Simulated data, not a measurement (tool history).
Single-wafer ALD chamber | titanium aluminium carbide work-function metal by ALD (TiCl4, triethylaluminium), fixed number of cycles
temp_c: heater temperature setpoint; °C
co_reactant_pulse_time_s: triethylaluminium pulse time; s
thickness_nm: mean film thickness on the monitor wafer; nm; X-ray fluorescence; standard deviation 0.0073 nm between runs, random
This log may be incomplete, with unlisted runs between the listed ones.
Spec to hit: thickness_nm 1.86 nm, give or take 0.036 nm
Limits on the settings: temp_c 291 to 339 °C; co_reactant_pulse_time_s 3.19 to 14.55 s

run  hour  temp_c  co_reactant_pulse_time_s  thickness_nm
  1     0     315                      8.87        2.1714
  2   8.8     319                      8.87          2.22
  3  17.4     316                      8.51        2.1349
  4  19.4     314                      8.41        2.1175
  5  21.9     314                     10.53        2.2151
  6    30     312                     10.21        2.1719
  7  32.1     310                      9.97        2.1542
  8    34     308                       9.6        2.1234
  9  34.8     306                      9.21        2.0787
 10    41     304                      8.95        2.0632
 11  43.4     303                      8.63        2.0201
 12  51.6     302                      8.47         2.023
 13    60     301                      8.23        1.9733

Pick the move, out of 4, that brings all results within their allowed miss; only one does.
  A  68.4     303                      7.29             ?
  B  68.4     291                      7.85             ?
  C  68.4     296                      9.43             ?
  D  68.4     291                       6.5             ?

move  thickness_nm
   A        1.9435
   B        1.8668
   C        1.9861
   D        1.7591
A: an improvement on the last run, though not all results are within tolerance
B: every result lands within tolerance
C: the biggest miss grows against the last run
D: pushes the last run's worst result past its target
The move that meets every target is B.

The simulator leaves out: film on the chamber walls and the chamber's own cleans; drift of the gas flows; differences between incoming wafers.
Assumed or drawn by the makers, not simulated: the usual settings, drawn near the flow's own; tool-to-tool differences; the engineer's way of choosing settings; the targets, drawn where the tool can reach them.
